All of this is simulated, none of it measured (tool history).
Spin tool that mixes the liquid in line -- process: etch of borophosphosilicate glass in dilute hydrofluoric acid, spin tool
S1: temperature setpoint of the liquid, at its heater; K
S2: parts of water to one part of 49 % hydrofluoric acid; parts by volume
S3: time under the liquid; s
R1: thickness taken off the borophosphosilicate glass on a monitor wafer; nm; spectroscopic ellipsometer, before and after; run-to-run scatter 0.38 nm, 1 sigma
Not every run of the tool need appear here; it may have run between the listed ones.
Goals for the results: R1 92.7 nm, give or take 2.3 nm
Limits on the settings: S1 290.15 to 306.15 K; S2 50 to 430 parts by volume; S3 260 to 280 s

Run 1, day 0: S1 298.15 K, S2 240 parts by volume, S3 260 s. Result: R1 54.124 nm.
Run 2, day 0.283: S1 300.15 K, S2 240 parts by volume, S3 260 s. Result: R1 58.406 nm.
Run 3, day 0.312: S1 300.65 K, S2 235 parts by volume, S3 260 s. Result: R1 61.171 nm.
Run 4, day 0.492: S1 300.65 K, S2 265 parts by volume, S3 260 s. Result: R1 52.002 nm.
Run 5, day 0.533: S1 300.65 K, S2 195 parts by volume, S3 260 s. Result: R1 76.747 nm.
Run 6, day 0.896: S1 300.65 K, S2 195 parts by volume, S3 280 s. Result: R1 82.886 nm.
Run 7, day 1.025: S1 301.15 K, S2 195 parts by volume, S3 280 s. Result: R1 84.81 nm.
Run 8, day 1.233: S1 301.65 K, S2 195 parts by volume, S3 280 s. Result: R1 85.441 nm.
Run 9, day 1.325: S1 302.15 K, S2 195 parts by volume, S3 280 s. Result: R1 87.796 nm.

Of the 4 settings listed for the next run, only one would bring every result within its allowed miss of target. Which one?
Run A, day 1.417: S1 303.65 K, S2 175 parts by volume, S3 260 s. Result: R1 ?.
Run B, day 1.417: S1 303.65 K, S2 195 parts by volume, S3 280 s. Result: R1 ?.
Run C, day 1.417: S1 302.65 K, S2 205 parts by volume, S3 270 s. Result: R1 ?.
Run D, day 1.417: S1 296.65 K, S2 150 parts by volume, S3 280 s. Result: R1 ?.

move      R1
   A  98.083
   B  92.428
   C    80.9
   D  98.205
A: takes the result that was furthest off past its target
B: in spec on every target
C: further off than the last run
D: takes the result that was furthest off past its target
Answer: B

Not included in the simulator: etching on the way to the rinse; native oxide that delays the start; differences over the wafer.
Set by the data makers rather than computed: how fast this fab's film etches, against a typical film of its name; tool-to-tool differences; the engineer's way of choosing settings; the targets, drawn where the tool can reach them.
